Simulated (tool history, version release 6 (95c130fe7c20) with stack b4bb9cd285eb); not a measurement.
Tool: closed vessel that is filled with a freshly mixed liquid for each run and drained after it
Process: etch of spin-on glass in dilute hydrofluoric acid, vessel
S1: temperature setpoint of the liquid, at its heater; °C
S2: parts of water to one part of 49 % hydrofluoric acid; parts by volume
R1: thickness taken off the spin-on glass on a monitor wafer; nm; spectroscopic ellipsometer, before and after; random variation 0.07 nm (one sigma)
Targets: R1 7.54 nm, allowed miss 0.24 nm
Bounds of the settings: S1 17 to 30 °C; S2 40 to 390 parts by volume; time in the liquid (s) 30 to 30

{"run": 1, "hour": 0.0, "S1": 22, "S2": 215, "time in the liquid (s)": 30, "R1": 3.6019}
{"run": 2, "hour": 7.4, "S1": 22, "S2": 215, "time in the liquid (s)": 30, "R1": 3.5759}
{"run": 3, "hour": 9.8, "S1": 19, "S2": 215, "time in the liquid (s)": 30, "R1": 3.2162}
{"run": 4, "hour": 19.0, "S1": 19, "S2": 275, "time in the liquid (s)": 30, "R1": 2.3996}
{"run": 5, "hour": 27.3, "S1": 19, "S2": 275, "time in the liquid (s)": 30, "R1": 2.3538}
{"run": 6, "hour": 29.7, "S1": 20.5, "S2": 255, "time in the liquid (s)": 30, "R1": 2.7639}
{"run": 7, "hour": 33.2, "S1": 21.5, "S2": 235, "time in the liquid (s)": 30, "R1": 3.1971}
{"run": 8, "hour": 40.4, "S1": 22.5, "S2": 220, "time in the liquid (s)": 30, "R1": 3.5548}
{"run": 9, "hour": 45.5, "S1": 23.5, "S2": 205, "time in the liquid (s)": 30, "R1": 4.0163}
{"run": 10, "hour": 50.4, "S1": 27.5, "S2": 120, "time in the liquid (s)": 30, "R1": 8.7812}
{"run": 11, "hour": 57.8, "S1": 27, "S2": 120, "time in the liquid (s)": 30, "R1": 8.6448}
{"run": 12, "hour": 66.0, "S1": 27, "S2": 120, "time in the liquid (s)": 30, "R1": 8.6325}
{"run": 13, "hour": 73.9, "S1": 26.5, "S2": 120, "time in the liquid (s)": 30, "R1": 8.5919}
{"run": 14, "hour": 81.5, "S1": 26, "S2": 120, "time in the liquid (s)": 30, "R1": 8.2971}
{"run": 15, "hour": 86.0, "S1": 25.5, "S2": 120, "time in the liquid (s)": 30, "R1": 8.1135}
{"run": 16, "hour": 88.5, "S1": 24.5, "S2": 120, "time in the liquid (s)": 30, "R1": 7.9179}

5 next moves are on the table. One of them brings every result within its allowed miss. Which?
{"run": "A", "hour": 91.0, "S1": 24.5, "S2": 125, "time in the liquid (s)": 30, "R1": "?"}
{"run": "B", "hour": 91.0, "S1": 25.5, "S2": 120, "time in the liquid (s)": 30, "R1": "?"}
{"run": "C", "hour": 91.0, "S1": 25.5, "S2": 115, "time in the liquid (s)": 30, "R1": "?"}
{"run": "D", "hour": 91.0, "S1": 28.5, "S2": 135, "time in the liquid (s)": 30, "R1": "?"}
{"run": "E", "hour": 91.0, "S1": 27, "S2": 120, "time in the liquid (s)": 30, "R1": "?"}

move=A R1=7.5996
move=B R1=8.2779
move=C R1=8.6915
move=D R1=8.085
move=E R1=8.7663
A: meets every target
B: further off than the last run
C: further off than the last run
D: further off than the last run
E: further off than the last run
Answer: A

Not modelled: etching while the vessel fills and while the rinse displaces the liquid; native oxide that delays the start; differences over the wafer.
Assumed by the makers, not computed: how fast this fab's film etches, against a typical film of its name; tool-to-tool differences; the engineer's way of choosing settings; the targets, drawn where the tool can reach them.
